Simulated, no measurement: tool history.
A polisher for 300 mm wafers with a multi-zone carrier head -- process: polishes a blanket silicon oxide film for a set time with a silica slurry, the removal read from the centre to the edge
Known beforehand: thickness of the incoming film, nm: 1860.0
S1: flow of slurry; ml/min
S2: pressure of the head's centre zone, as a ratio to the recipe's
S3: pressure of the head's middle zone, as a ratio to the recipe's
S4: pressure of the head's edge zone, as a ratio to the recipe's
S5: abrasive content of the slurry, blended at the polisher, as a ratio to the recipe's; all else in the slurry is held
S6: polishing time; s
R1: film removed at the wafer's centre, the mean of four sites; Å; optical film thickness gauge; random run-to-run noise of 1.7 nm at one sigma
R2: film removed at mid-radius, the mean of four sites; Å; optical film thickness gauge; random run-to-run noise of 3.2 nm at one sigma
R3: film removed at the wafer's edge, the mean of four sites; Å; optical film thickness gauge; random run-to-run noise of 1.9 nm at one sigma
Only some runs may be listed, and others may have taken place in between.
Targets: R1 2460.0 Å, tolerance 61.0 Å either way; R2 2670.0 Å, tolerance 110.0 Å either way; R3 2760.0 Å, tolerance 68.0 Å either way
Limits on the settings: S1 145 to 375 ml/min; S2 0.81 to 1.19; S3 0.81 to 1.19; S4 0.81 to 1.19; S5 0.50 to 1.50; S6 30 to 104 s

{"run": 1, "hour": 0.0, "S1": 240, "S2": 1.0, "S3": 1.0, "S4": 1.0, "S5": 1.0, "S6": 67, "R1": 2091.2, "R2": 2047.6, "R3": 2100.4}
{"run": 2, "hour": 2.7, "S1": 245, "S2": 1.0, "S3": 1.01, "S4": 1.03, "S5": 1.05, "S6": 67, "R1": 2116.2, "R2": 2158.1, "R3": 2196.8}
{"run": 3, "hour": 4.0, "S1": 255, "S2": 1.01, "S3": 1.01, "S4": 1.05, "S5": 1.1, "S6": 67, "R1": 2185.2, "R2": 2153.7, "R3": 2225.7}
{"run": 4, "hour": 8.1, "S1": 255, "S2": 1.01, "S3": 1.01, "S4": 1.05, "S5": 1.0, "S6": 67, "R1": 2117.2, "R2": 2105.1, "R3": 2152.5}
{"run": 5, "hour": 16.6, "S1": 255, "S2": 1.01, "S3": 1.01, "S4": 1.05, "S5": 1.0, "S6": 61, "R1": 1927.4, "R2": 1913.6, "R3": 1967.2}
{"run": 6, "hour": 21.8, "S1": 255, "S2": 0.98, "S3": 1.01, "S4": 1.05, "S5": 1.0, "S6": 61, "R1": 1868.6, "R2": 1900.2, "R3": 1968.7}
{"run": 7, "hour": 28.7, "S1": 245, "S2": 0.98, "S3": 1.02, "S4": 1.06, "S5": 1.1, "S6": 62, "R1": 1976.9, "R2": 2048.3, "R3": 2104.4}
{"run": 8, "hour": 32.3, "S1": 265, "S2": 0.99, "S3": 1.07, "S4": 1.16, "S5": 1.35, "S6": 63, "R1": 2168.3, "R2": 2284.5, "R3": 2364.1}
{"run": 9, "hour": 36.5, "S1": 265, "S2": 0.99, "S3": 1.07, "S4": 1.16, "S5": 1.35, "S6": 64, "R1": 2233.2, "R2": 2346.2, "R3": 2400.9}
{"run": 10, "hour": 37.0, "S1": 265, "S2": 0.98, "S3": 1.07, "S4": 1.16, "S5": 1.35, "S6": 65, "R1": 2266.6, "R2": 2383.4, "R3": 2488.0}
{"run": 11, "hour": 43.5, "S1": 270, "S2": 0.98, "S3": 1.08, "S4": 1.16, "S5": 1.35, "S6": 65, "R1": 2240.0, "R2": 2381.1, "R3": 2471.6}
{"run": 12, "hour": 47.3, "S1": 275, "S2": 0.98, "S3": 1.09, "S4": 1.16, "S5": 1.35, "S6": 65, "R1": 2250.0, "R2": 2396.3, "R3": 2487.9}
{"run": 13, "hour": 51.6, "S1": 280, "S2": 0.98, "S3": 1.1, "S4": 1.16, "S5": 1.35, "S6": 65, "R1": 2252.3, "R2": 2424.7, "R3": 2489.9}
{"run": 14, "hour": 52.5, "S1": 315, "S2": 0.98, "S3": 1.11, "S4": 1.19, "S5": 1.5, "S6": 66, "R1": 2377.2, "R2": 2594.9, "R3": 2649.6}

Which one of the following 5 next-run settings gets every result inside its allowed miss? There is exactly one.
{"run": "A", "hour": 53.4, "S1": 355, "S2": 0.99, "S3": 1.04, "S4": 1.17, "S5": 1.35, "S6": 66, "R1": "?", "R2": "?", "R3": "?"}
{"run": "B", "hour": 53.4, "S1": 350, "S2": 0.97, "S3": 1.08, "S4": 1.18, "S5": 1.45, "S6": 64, "R1": "?", "R2": "?", "R3": "?"}
{"run": "C", "hour": 53.4, "S1": 270, "S2": 0.91, "S3": 1.15, "S4": 1.06, "S5": 1.45, "S6": 70, "R1": "?", "R2": "?", "R3": "?"}
{"run": "D", "hour": 53.4, "S1": 350, "S2": 1.0, "S3": 1.19, "S4": 1.01, "S5": 1.45, "S6": 67, "R1": "?", "R2": "?", "R3": "?"}
{"run": "E", "hour": 53.4, "S1": 375, "S2": 0.94, "S3": 1.05, "S4": 1.12, "S5": 1.45, "S6": 71, "R1": "?", "R2": "?", "R3": "?"}

move=A R1=2361.8 R2=2464.1 R3=2560.5
move=B R1=2295.2 R2=2524.1 R3=2549.9
move=C R1=2299.4 R2=2852.8 R3=2597.8
move=D R1=2479.6 R2=2872.5 R3=2468.6
move=E R1=2480.4 R2=2748.5 R3=2767.2
A: moves away from the targets compared with the last run
B: moves away from the targets compared with the last run
C: moves away from the targets compared with the last run
D: moves away from the targets compared with the last run
E: every result within its allowed miss
Correct choice: E, which meets every target

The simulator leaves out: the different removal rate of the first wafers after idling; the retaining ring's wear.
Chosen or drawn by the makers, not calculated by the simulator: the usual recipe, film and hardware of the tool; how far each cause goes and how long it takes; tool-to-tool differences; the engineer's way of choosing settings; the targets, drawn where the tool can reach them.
